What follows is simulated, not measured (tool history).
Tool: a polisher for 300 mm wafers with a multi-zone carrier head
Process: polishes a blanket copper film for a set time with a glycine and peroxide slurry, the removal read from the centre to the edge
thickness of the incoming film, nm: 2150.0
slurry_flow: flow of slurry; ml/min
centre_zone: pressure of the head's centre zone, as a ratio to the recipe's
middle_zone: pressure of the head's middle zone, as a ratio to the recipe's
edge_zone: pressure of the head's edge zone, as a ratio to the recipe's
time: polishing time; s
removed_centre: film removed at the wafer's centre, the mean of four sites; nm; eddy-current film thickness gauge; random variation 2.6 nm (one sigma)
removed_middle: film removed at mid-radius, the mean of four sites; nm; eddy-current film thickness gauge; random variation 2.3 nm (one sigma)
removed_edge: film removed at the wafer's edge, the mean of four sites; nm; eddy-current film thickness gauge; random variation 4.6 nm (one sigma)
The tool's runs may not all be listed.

run	day	slurry_flow	centre_zone	middle_zone	edge_zone	time	removed_centre	removed_middle	removed_edge
1	0.000	195	1.00	1.00	1.00	76	236.53	225.22	230.09
2	0.246	235	1.00	1.00	1.00	76	245.90	227.12	232.22
3	0.521	235	0.97	1.00	1.00	76	237.10	228.82	234.94
4	0.671	235	0.99	1.00	1.04	81	258.70	245.53	257.77
5	0.829	185	0.99	1.00	1.04	81	246.41	235.18	247.06
6	1.071	200	1.01	1.01	1.08	84	266.01	248.43	260.65
7	1.288	215	1.02	1.01	1.10	87	284.79	258.33	283.11

The next listed run, before its measurement:
8	1.642	230	1.03	1.03	1.12	88	?	?	?

Run 8 gave removed_centre 289.36 nm, removed_middle 267.26 nm, removed_edge 283.69 nm.

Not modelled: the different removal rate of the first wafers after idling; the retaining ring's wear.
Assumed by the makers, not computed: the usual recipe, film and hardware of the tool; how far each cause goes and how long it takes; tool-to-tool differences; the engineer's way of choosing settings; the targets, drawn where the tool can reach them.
